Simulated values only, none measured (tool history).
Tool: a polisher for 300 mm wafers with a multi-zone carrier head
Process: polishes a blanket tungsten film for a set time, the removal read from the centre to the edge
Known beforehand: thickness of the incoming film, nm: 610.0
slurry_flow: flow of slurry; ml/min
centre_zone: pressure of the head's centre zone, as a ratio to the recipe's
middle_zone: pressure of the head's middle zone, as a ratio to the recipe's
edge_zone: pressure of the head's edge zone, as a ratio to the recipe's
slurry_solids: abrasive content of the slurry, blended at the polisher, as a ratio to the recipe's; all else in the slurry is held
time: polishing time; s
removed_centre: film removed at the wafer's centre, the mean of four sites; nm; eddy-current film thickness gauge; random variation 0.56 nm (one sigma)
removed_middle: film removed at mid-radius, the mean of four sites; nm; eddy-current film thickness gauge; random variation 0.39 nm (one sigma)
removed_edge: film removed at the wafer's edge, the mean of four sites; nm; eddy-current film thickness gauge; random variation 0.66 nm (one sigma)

| run | day | slurry_flow | centre_zone | middle_zone | edge_zone | slurry_solids | time | removed_centre | removed_middle | removed_edge |
|---|---|---|---|---|---|---|---|---|---|---|
| 1 | 0.000 | 130 | 1.00 | 1.00 | 1.00 | 1.00 | 36 | 108.030 | 107.400 | 107.090 |
| 2 | 0.150 | 130 | 1.00 | 1.00 | 1.00 | 1.20 | 36 | 109.400 | 110.440 | 111.890 |
| 3 | 0.488 | 125 | 0.98 | 1.00 | 0.95 | 1.05 | 31 | 91.042 | 91.852 | 89.953 |
| 4 | 0.608 | 120 | 0.96 | 1.00 | 0.91 | 0.90 | 28 | 77.225 | 79.977 | 76.792 |
| 5 | 0.742 | 120 | 0.96 | 1.00 | 0.91 | 0.90 | 24 | 67.324 | 69.264 | 66.096 |
| 6 | 0.871 | 120 | 0.96 | 1.06 | 0.91 | 0.90 | 24 | 66.269 | 71.865 | 66.010 |

Run 7, settings as shown, results not yet in. Your forecast:
| 7 | 1.167 | 115 | 0.97 | 1.06 | 0.89 | 0.80 | 23 | ? | ? | ? |

Run 7 produced removed_centre 62.136 nm, removed_middle 65.733 nm, removed_edge 61.029 nm.

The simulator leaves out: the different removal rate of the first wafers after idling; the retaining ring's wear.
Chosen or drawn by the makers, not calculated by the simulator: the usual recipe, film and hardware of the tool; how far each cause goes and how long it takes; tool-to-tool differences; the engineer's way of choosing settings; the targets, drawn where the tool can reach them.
